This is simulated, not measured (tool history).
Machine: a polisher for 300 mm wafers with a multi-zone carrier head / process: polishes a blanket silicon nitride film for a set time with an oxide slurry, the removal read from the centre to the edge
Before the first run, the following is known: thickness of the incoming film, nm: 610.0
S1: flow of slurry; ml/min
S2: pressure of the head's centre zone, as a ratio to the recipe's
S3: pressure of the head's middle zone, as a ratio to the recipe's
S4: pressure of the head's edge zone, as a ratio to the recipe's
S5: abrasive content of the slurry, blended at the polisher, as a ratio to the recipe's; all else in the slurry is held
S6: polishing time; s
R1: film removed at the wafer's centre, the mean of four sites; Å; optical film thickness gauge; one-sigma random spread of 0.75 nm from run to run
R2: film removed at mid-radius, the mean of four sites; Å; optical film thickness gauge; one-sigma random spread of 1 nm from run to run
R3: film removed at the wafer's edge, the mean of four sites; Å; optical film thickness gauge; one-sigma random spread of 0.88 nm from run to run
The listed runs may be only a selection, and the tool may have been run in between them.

| run | hour | S1 | S2 | S3 | S4 | S5 | S6 | R1 | R2 | R3 |
|---|---|---|---|---|---|---|---|---|---|---|
| 1 | 0.0 | 310 | 1.00 | 1.00 | 1.00 | 1.00 | 42 | 410.34 | 421.63 | 405.31 |
| 2 | 3.7 | 310 | 1.00 | 1.00 | 1.00 | 1.00 | 38 | 362.16 | 380.14 | 367.73 |
| 3 | 9.3 | 310 | 1.00 | 1.07 | 1.00 | 1.00 | 38 | 362.70 | 406.93 | 372.73 |
| 4 | 13.9 | 310 | 1.00 | 1.07 | 1.00 | 1.00 | 30 | 287.52 | 325.59 | 300.09 |
| 5 | 20.6 | 310 | 1.00 | 1.07 | 1.00 | 1.10 | 30 | 294.63 | 333.07 | 299.25 |
| 6 | 27.3 | 310 | 1.04 | 1.07 | 1.00 | 1.10 | 30 | 313.67 | 323.82 | 295.19 |
| 7 | 30.9 | 310 | 1.00 | 1.06 | 1.03 | 1.15 | 35 | 367.55 | 393.16 | 362.21 |
| 8 | 34.2 | 310 | 1.00 | 1.06 | 1.03 | 1.15 | 35 | 355.04 | 396.35 | 367.76 |
| 9 | 39.9 | 310 | 0.98 | 1.07 | 1.06 | 1.25 | 37 | 377.09 | 434.41 | 404.14 |
| 10 | 48.3 | 310 | 0.96 | 1.07 | 1.09 | 1.30 | 40 | 419.66 | 477.39 | 456.39 |
| 11 | 50.2 | 310 | 0.94 | 1.08 | 1.11 | 1.35 | 42 | 432.95 | 518.17 | 485.15 |
| 12 | 56.8 | 310 | 0.92 | 1.08 | 1.13 | 1.40 | 44 | 444.83 | 543.06 | 511.30 |
| 13 | 61.2 | 310 | 0.90 | 1.08 | 1.14 | 1.40 | 46 | 453.31 | 576.49 | 550.21 |
| 14 | 63.8 | 310 | 0.89 | 1.08 | 1.15 | 1.40 | 47 | 452.32 | 576.94 | 573.90 |
| 15 | 67.7 | 310 | 0.89 | 1.09 | 1.15 | 1.40 | 48 | 473.69 | 582.17 | 571.63 |
| 16 | 68.8 | 315 | 0.88 | 1.10 | 1.15 | 1.40 | 49 | 478.40 | 594.05 | 607.96 |
| 17 | 74.4 | 310 | 0.90 | 1.19 | 1.12 | 1.50 | 51 | 526.34 | 699.22 | 616.76 |
| 18 | 75.8 | 310 | 0.89 | 1.18 | 1.13 | 1.50 | 51 | 514.64 | 688.89 | 617.35 |

Forecast run 19:
| 19 | 81.1 | 310 | 0.89 | 1.17 | 1.14 | 1.50 | 51 | ? | ? | ? |

R1: 524.27 Å
R2: 690.63 Å
R3: 613.09 Å

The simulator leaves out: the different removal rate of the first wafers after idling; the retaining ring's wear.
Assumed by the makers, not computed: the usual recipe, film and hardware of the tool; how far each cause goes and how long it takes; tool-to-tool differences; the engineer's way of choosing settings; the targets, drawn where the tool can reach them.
